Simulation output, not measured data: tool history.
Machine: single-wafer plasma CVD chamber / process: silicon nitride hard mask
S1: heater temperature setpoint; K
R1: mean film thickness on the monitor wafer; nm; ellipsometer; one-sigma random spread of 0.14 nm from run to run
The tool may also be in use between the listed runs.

Run 1, hour 0.0: S1 683.15 K, chamber pressure (mTorr) 1920, RF power (kW) 0.250, deposition time (s) 27.7. Result: R1 31.993 nm.
Run 2, hour 2.8: S1 683.15 K, chamber pressure (mTorr) 1920, RF power (kW) 0.250, deposition time (s) 27.7. Result: R1 31.957 nm.
Run 3, hour 10.3: S1 683.15 K, chamber pressure (mTorr) 1800, RF power (kW) 0.245, deposition time (s) 27.7. Result: R1 30.865 nm.
Run 4, hour 15.8: S1 683.15 K, chamber pressure (mTorr) 1710, RF power (kW) 0.240, deposition time (s) 27.7. Result: R1 29.955 nm.
Run 5, hour 18.9: S1 674.15 K, chamber pressure (mTorr) 1710, RF power (kW) 0.240, deposition time (s) 27.7. Result: R1 29.662 nm.
Run 6, hour 21.9: S1 674.15 K, chamber pressure (mTorr) 1660, RF power (kW) 0.240, deposition time (s) 27.7. Result: R1 29.675 nm.
Run 7, hour 30.3: S1 674.15 K, chamber pressure (mTorr) 1610, RF power (kW) 0.240, deposition time (s) 27.7. Result: R1 29.197 nm.

What does the tool deliver on the next run?
Run 8, hour 32.9: S1 674.15 K, chamber pressure (mTorr) 1580, RF power (kW) 0.240, deposition time (s) 27.7. Result: R1 ?.

{"run 8": {"R1": 29.297}}

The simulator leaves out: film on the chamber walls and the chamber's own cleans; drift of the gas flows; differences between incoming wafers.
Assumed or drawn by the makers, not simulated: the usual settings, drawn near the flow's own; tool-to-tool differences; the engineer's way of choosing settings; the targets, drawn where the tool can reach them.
